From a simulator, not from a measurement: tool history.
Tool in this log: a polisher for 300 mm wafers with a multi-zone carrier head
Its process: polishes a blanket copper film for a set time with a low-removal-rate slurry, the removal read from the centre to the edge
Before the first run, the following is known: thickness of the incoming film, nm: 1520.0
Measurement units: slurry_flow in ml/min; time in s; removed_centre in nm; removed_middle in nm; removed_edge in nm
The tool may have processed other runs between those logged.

| run | hour | slurry_flow | centre_zone | middle_zone | edge_zone | slurry_solids | time | removed_centre | removed_middle | removed_edge |
|---|---|---|---|---|---|---|---|---|---|---|
| 1 | 0 | 245 | 1 | 1 | 1 | 1 | 54 | 159.32 | 156.93 | 163.13 |
| 2 | 5.2 | 235 | 0.96 | 1 | 0.96 | 0.95 | 54 | 148.63 | 155.21 | 157.39 |
| 3 | 12.2 | 210 | 0.96 | 1 | 0.96 | 0.95 | 54 | 151.03 | 155.19 | 156.95 |
| 4 | 16.2 | 210 | 0.92 | 1 | 0.96 | 0.95 | 54 | 141.95 | 152.03 | 155.78 |
| 5 | 19 | 210 | 0.92 | 1 | 0.89 | 0.95 | 54 | 140.86 | 155.94 | 150.13 |
| 6 | 25.1 | 210 | 0.92 | 1 | 0.82 | 0.95 | 54 | 143.76 | 153.91 | 146.23 |

Run 7 has not been measured yet. What should we expect?
| 7 | 26.9 | 205 | 0.9 | 1 | 0.82 | 0.9 | 54 | ? | ? | ? |

{"run 7": {"removed_centre": 136.97, "removed_middle": 152.41, "removed_edge": 144.55}}
